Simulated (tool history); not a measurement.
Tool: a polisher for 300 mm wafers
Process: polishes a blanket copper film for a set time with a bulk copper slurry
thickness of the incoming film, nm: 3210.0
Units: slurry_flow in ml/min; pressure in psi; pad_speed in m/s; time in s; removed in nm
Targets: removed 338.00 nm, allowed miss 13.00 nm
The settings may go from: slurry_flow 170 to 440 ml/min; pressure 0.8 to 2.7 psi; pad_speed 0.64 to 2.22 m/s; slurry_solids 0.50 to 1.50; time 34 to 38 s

run	hour	slurry_flow	pressure	pad_speed	slurry_solids	time	removed
1	0.0	280	1.7	1.42	1.00	38	280.85
2	8.5	280	1.8	1.42	1.00	38	304.19
3	13.0	210	1.8	1.42	1.00	38	292.56
4	18.8	210	1.5	1.42	1.00	38	240.55
5	22.0	210	1.5	1.42	1.00	34	223.59
6	23.4	210	1.3	1.42	1.00	34	189.04
7	25.1	210	1.5	1.42	1.00	34	219.63
8	32.5	215	1.6	1.42	1.00	34	240.75
9	35.8	215	1.7	1.42	1.00	34	250.00
10	42.0	225	1.8	1.42	1.00	34	264.32
11	49.4	235	1.9	1.42	1.00	34	276.21
12	52.5	245	2.0	1.42	1.00	34	294.21
13	57.6	255	2.0	1.42	1.00	34	289.14
14	65.1	255	2.1	1.42	1.00	34	307.88
15	71.9	260	2.1	1.42	1.00	34	315.67

Which of these 4 next moves meets every target?
A	78.7	230	2.0	1.42	0.80	35	?
B	78.7	220	2.0	1.44	1.05	34	?
C	78.7	220	2.0	1.44	1.05	38	?
D	78.7	270	2.1	1.30	1.05	34	?

move	removed
A	296.40
B	304.91
C	340.79
D	296.40
A: further off than the last run
B: further off than the last run
C: meets every target
D: further off than the last run
The right move is C.
